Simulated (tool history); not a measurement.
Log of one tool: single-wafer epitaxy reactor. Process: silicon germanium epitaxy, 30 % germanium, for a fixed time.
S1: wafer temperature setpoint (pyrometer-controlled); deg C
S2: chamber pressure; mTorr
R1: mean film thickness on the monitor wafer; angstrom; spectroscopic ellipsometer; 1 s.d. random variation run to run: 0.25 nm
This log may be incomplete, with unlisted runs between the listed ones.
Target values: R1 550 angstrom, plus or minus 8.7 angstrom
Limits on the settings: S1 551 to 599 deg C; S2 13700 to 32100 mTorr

run,day,S1,S2,R1
1,0,575,22900,408.96
2,0.158,582,22900,459.34
3,0.338,585,22900,480.12
4,0.667,587,22900,500.1
5,0.779,588,22900,504.84
6,0.817,583,22900,466.52
7,0.842,586,22900,488.77
8,1.175,588,22900,505.85

Exercise: of the 5 proposed moves below, exactly one satisfies all targets within the stated allowed misses. Which move is it?
A,1.508,583,21700,?
B,1.508,593,21400,?
C,1.508,585,22400,?
D,1.508,582,22800,?
E,1.508,593,22700,?

move,R1
A,456.14
B,534.96
C,478.63
D,458.92
E,549.76
A: the biggest miss grows against the last run
B: nearer the targets than the last run, but a result is still out of spec
C: the biggest miss grows against the last run
D: the biggest miss grows against the last run
E: hits every target within its allowed miss
Move E is the one to make.
